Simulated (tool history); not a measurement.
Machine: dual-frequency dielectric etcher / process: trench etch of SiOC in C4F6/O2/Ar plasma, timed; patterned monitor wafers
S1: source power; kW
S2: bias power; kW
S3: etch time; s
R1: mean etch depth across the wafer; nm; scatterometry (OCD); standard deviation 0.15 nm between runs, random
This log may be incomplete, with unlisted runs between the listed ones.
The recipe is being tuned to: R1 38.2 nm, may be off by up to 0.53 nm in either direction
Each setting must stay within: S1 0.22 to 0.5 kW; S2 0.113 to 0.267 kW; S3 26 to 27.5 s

run	hour	S1	S2	S3	R1
1	0	0.36	0.19	26	45.722
2	3.7	0.34	0.186	26	44.593
3	9.9	0.34	0.186	26	44.413
4	11	0.32	0.183	26	42.724
5	18.3	0.32	0.183	27.5	45.705
6	21.8	0.32	0.15	27.5	43.038
7	26.6	0.3	0.149	27.5	41.485
8	29.2	0.29	0.149	27.5	40.962
9	38.1	0.28	0.149	27.5	40.26
10	45.2	0.27	0.149	27.5	39.701
11	48.9	0.26	0.148	27.5	39.012
12	54.3	0.26	0.148	27.5	38.766

Which single option among these 4 for the next run brings every result within its allowed miss of target? Just one does.
A	59.7	0.32	0.127	26.5	?
B	59.7	0.29	0.133	27.5	?
C	59.7	0.26	0.155	26.5	?
D	59.7	0.32	0.121	27	?

move	R1
A	39.195
B	39.539
C	38.132
D	39.365
A: misses by more than the last run did
B: misses by more than the last run did
C: hits every target within its allowed miss
D: misses by more than the last run did
Answer: C
